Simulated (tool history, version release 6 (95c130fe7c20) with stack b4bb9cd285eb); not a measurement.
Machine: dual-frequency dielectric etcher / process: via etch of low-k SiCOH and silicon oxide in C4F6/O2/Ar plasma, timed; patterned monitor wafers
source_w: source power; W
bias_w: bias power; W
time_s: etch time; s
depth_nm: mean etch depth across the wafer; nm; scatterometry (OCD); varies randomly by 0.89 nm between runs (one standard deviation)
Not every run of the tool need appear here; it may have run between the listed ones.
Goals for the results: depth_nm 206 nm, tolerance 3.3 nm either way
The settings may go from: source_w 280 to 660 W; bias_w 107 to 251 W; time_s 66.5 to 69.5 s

run 1 hour=0 | source_w=470 bias_w=179 time_s=66.5 | depth_nm=184.25
run 2 hour=5.1 | source_w=470 bias_w=179 time_s=66.5 | depth_nm=182.76
run 3 hour=6.8 | source_w=470 bias_w=179 time_s=66.5 | depth_nm=183.37
run 4 hour=12.4 | source_w=510 bias_w=179 time_s=66.5 | depth_nm=186.88
run 5 hour=21.4 | source_w=510 bias_w=158 time_s=66.5 | depth_nm=177.66
run 6 hour=23.6 | source_w=510 bias_w=158 time_s=69.5 | depth_nm=186.95
run 7 hour=26.7 | source_w=530 bias_w=160 time_s=69.5 | depth_nm=191.05
run 8 hour=28.5 | source_w=550 bias_w=161 time_s=69.5 | depth_nm=193.77
run 9 hour=30.8 | source_w=560 bias_w=162 time_s=69.5 | depth_nm=193.75
run 10 hour=32.3 | source_w=570 bias_w=164 time_s=69.5 | depth_nm=194.47
run 11 hour=39.2 | source_w=580 bias_w=167 time_s=69.5 | depth_nm=197.87
run 12 hour=44 | source_w=590 bias_w=168 time_s=69.5 | depth_nm=199.25
run 13 hour=52 | source_w=600 bias_w=169 time_s=69.5 | depth_nm=201.72

Next run, 5 choices. One meets every target within its allowed miss, the rest don't. Which?
run A hour=60 | source_w=660 bias_w=180 time_s=69.5 | depth_nm=?
run B hour=60 | source_w=660 bias_w=174 time_s=68 | depth_nm=?
run C hour=60 | source_w=620 bias_w=171 time_s=67.5 | depth_nm=?
run D hour=60 | source_w=640 bias_w=168 time_s=67.5 | depth_nm=?
run E hour=60 | source_w=620 bias_w=172 time_s=66.5 | depth_nm=?

move=A depth_nm=212.45
move=B depth_nm=205.07
move=C depth_nm=198.29
move=D depth_nm=198.81
move=E depth_nm=195.81
A: moves the result that the last run missed by most past its target, out the other side
B: every result lands within tolerance
C: lands further from the targets than the last run did
D: lands further from the targets than the last run did
E: lands further from the targets than the last run did
The move that meets every target is B.

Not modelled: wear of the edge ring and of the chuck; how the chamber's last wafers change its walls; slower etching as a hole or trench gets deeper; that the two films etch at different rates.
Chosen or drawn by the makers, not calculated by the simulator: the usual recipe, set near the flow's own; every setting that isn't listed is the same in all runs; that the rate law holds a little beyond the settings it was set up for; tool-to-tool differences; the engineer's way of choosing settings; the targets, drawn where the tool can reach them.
